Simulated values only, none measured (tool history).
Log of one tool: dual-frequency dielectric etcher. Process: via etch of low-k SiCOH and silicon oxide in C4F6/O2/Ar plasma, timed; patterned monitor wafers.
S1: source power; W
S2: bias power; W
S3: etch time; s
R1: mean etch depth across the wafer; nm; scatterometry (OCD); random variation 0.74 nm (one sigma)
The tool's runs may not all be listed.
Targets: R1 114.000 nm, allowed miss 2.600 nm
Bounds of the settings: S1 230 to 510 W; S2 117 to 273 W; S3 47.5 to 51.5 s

| run | hour | S1 | S2 | S3 | R1 |
|---|---|---|---|---|---|
| 1 | 0.0 | 370 | 195 | 51.5 | 155.380 |
| 2 | 7.0 | 370 | 215 | 51.5 | 163.940 |
| 3 | 13.1 | 320 | 215 | 51.5 | 153.170 |
| 4 | 22.1 | 320 | 215 | 47.5 | 141.520 |
| 5 | 30.1 | 310 | 210 | 47.5 | 137.170 |
| 6 | 34.4 | 310 | 210 | 51.5 | 148.440 |
| 7 | 39.5 | 300 | 202 | 51.5 | 144.520 |
| 8 | 42.4 | 230 | 163 | 47.5 | 106.250 |

Which of these 4 next moves meets every target?
| A | 45.3 | 270 | 119 | 49.0 | ? |
| B | 45.3 | 240 | 120 | 50.5 | ? |
| C | 45.3 | 250 | 179 | 49.0 | ? |
| D | 45.3 | 230 | 181 | 48.5 | ? |

| move | R1 |
|---|---|
| A | 101.260 |
| B | 98.894 |
| C | 118.530 |
| D | 113.310 |
A: further off than the last run
B: further off than the last run
C: takes the result that was furthest off past its target
D: meets every target
The right move is D.
